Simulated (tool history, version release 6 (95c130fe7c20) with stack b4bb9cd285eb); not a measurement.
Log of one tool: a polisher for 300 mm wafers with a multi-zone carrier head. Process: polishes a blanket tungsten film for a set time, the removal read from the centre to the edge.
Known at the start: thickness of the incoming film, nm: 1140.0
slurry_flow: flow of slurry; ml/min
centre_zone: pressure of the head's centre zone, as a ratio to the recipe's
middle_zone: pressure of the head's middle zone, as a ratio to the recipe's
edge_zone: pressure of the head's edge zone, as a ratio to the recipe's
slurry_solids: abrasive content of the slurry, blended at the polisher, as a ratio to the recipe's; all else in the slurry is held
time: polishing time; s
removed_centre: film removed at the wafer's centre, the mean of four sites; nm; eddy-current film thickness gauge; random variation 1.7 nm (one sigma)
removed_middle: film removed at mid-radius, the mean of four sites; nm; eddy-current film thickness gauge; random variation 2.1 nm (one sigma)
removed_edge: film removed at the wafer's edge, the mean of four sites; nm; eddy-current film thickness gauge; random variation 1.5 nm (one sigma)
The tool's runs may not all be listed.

run	hour	slurry_flow	centre_zone	middle_zone	edge_zone	slurry_solids	time	removed_centre	removed_middle	removed_edge
1	0.0	145	1.00	1.00	1.00	1.00	35	247.18	242.08	242.99
2	8.7	145	1.00	0.99	0.98	0.95	35	238.59	239.99	243.21
3	16.6	145	1.00	1.04	0.98	0.95	35	238.86	245.64	242.62
4	18.2	145	1.02	1.03	0.97	0.90	34	228.82	232.56	233.53
5	23.3	145	1.02	1.03	1.03	0.90	34	231.45	229.22	233.57
6	31.8	145	1.02	1.03	0.96	0.90	34	232.16	230.93	230.24
7	36.0	130	1.09	0.97	0.88	0.65	29	184.75	162.32	166.28
8	37.8	135	1.09	0.97	0.89	0.65	29	182.86	165.57	168.35

The next listed run, before its measurement:
9	45.7	140	1.09	0.97	0.90	0.65	29	?	?	?

removed_centre: 187.41 nm
removed_middle: 169.36 nm
removed_edge: 166.42 nm
